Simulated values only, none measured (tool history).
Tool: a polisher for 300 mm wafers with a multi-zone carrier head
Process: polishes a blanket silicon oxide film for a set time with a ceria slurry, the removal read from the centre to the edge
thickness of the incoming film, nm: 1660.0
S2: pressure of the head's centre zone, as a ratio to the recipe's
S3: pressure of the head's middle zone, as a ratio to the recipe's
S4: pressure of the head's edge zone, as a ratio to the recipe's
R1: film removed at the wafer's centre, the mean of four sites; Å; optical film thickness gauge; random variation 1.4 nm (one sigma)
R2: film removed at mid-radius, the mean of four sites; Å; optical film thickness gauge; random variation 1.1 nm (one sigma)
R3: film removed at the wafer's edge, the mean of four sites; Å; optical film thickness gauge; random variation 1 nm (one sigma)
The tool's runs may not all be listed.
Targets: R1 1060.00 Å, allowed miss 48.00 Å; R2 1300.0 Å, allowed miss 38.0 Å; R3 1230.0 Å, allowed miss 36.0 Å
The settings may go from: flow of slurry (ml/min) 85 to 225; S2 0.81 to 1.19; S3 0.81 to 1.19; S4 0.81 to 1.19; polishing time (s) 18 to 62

{"run": 1, "hour": 0.0, "flow of slurry (ml/min)": 145, "S2": 1.0, "S3": 1.0, "S4": 1.0, "polishing time (s)": 40, "R1": 1943.9, "R2": 2021.2, "R3": 2052.2}
{"run": 2, "hour": 0.9, "flow of slurry (ml/min)": 145, "S2": 1.0, "S3": 1.04, "S4": 1.0, "polishing time (s)": 40, "R1": 1930.0, "R2": 2077.6, "R3": 2048.0}
{"run": 3, "hour": 3.1, "flow of slurry (ml/min)": 130, "S2": 1.0, "S3": 1.04, "S4": 1.0, "polishing time (s)": 40, "R1": 2007.0, "R2": 2037.6, "R3": 2002.2}
{"run": 4, "hour": 11.0, "flow of slurry (ml/min)": 130, "S2": 1.0, "S3": 1.01, "S4": 1.0, "polishing time (s)": 40, "R1": 1936.2, "R2": 1990.6, "R3": 2045.2}
{"run": 5, "hour": 17.4, "flow of slurry (ml/min)": 130, "S2": 1.0, "S3": 0.98, "S4": 1.0, "polishing time (s)": 40, "R1": 1964.5, "R2": 1962.2, "R3": 2024.3}
{"run": 6, "hour": 25.3, "flow of slurry (ml/min)": 130, "S2": 1.07, "S3": 0.98, "S4": 1.0, "polishing time (s)": 40, "R1": 2082.2, "R2": 1972.1, "R3": 1993.6}
{"run": 7, "hour": 30.9, "flow of slurry (ml/min)": 135, "S2": 1.02, "S3": 1.0, "S4": 0.97, "polishing time (s)": 35, "R1": 1764.9, "R2": 1740.2, "R3": 1734.4}
{"run": 8, "hour": 32.9, "flow of slurry (ml/min)": 145, "S2": 0.97, "S3": 1.01, "S4": 0.95, "polishing time (s)": 32, "R1": 1520.4, "R2": 1635.6, "R3": 1581.6}
{"run": 9, "hour": 35.3, "flow of slurry (ml/min)": 145, "S2": 0.94, "S3": 1.0, "S4": 0.93, "polishing time (s)": 30, "R1": 1387.9, "R2": 1487.1, "R3": 1508.0}
{"run": 10, "hour": 42.7, "flow of slurry (ml/min)": 145, "S2": 0.91, "S3": 1.02, "S4": 0.9, "polishing time (s)": 29, "R1": 1327.6, "R2": 1474.7, "R3": 1434.4}
{"run": 11, "hour": 50.8, "flow of slurry (ml/min)": 145, "S2": 0.89, "S3": 1.03, "S4": 0.89, "polishing time (s)": 28, "R1": 1237.0, "R2": 1447.9, "R3": 1362.1}
{"run": 12, "hour": 53.3, "flow of slurry (ml/min)": 135, "S2": 0.87, "S3": 1.02, "S4": 0.87, "polishing time (s)": 28, "R1": 1195.1, "R2": 1439.0, "R3": 1353.3}
{"run": 13, "hour": 54.5, "flow of slurry (ml/min)": 130, "S2": 0.86, "S3": 1.01, "S4": 0.86, "polishing time (s)": 27, "R1": 1121.7, "R2": 1352.4, "R3": 1299.6}

5 next moves are on the table. One of them brings every result within its allowed miss. Which?
{"run": "A", "hour": 55.7, "flow of slurry (ml/min)": 125, "S2": 0.84, "S3": 1.02, "S4": 0.92, "polishing time (s)": 27, "R1": "?", "R2": "?", "R3": "?"}
{"run": "B", "hour": 55.7, "flow of slurry (ml/min)": 155, "S2": 0.86, "S3": 1.04, "S4": 0.92, "polishing time (s)": 25, "R1": "?", "R2": "?", "R3": "?"}
{"run": "C", "hour": 55.7, "flow of slurry (ml/min)": 85, "S2": 0.81, "S3": 1.18, "S4": 0.81, "polishing time (s)": 26, "R1": "?", "R2": "?", "R3": "?"}
{"run": "D", "hour": 55.7, "flow of slurry (ml/min)": 155, "S2": 0.88, "S3": 1.03, "S4": 0.81, "polishing time (s)": 27, "R1": "?", "R2": "?", "R3": "?"}
{"run": "E", "hour": 55.7, "flow of slurry (ml/min)": 115, "S2": 0.81, "S3": 1.07, "S4": 0.84, "polishing time (s)": 25, "R1": "?", "R2": "?", "R3": "?"}

move=A R1=1077.80 R2=1356.6 R3=1299.6
move=B R1=1058.70 R2=1317.1 R3=1230.1
move=C R1=933.68 R2=1392.4 R3=1141.9
move=D R1=1170.10 R2=1410.9 R3=1267.7
move=E R1=948.48 R2=1292.1 R3=1152.1
A: as far off as the last run
B: meets every target
C: takes the result that was furthest off past its target
D: further off than the last run
E: takes the result that was furthest off past its target
Move B is the one to make.
